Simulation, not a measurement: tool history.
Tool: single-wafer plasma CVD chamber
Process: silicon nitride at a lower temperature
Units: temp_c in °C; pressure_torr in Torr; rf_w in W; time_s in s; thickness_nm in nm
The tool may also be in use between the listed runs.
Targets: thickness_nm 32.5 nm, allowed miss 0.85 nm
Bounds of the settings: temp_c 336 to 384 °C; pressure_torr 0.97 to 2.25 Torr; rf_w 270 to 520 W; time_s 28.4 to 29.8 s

run	hour	temp_c	pressure_torr	rf_w	time_s	thickness_nm
1	0	360	1.61	395	29.8	42.501
2	7.9	360	1.53	370	29.5	39.754
3	9.8	360	1.45	355	29.3	38.079
4	12.4	360	1.38	340	29.2	36.268
5	17.9	360	1.32	335	29.1	35.441
6	18.9	360	1.32	335	28.4	34.384
7	27.1	360	1.28	335	28.4	34.126
8	33.2	360	1.25	335	28.4	34.137
9	41.5	360	1.25	335	28.4	33.965
10	49.7	360	1.22	335	28.4	33.946
11	55	360	1.19	335	28.4	33.268

Which of these 4 next moves meets every target?
A	60.3	357	1.52	280	29.8	?
B	60.3	365	1.03	370	29.3	?
C	60.3	364	1.35	365	28.4	?
D	60.3	354	1.13	300	29.8	?

move	thickness_nm
A	33.721
B	34.83
C	36.543
D	32.21
A: further off than the last run
B: further off than the last run
C: further off than the last run
D: meets every target
The right move is D.
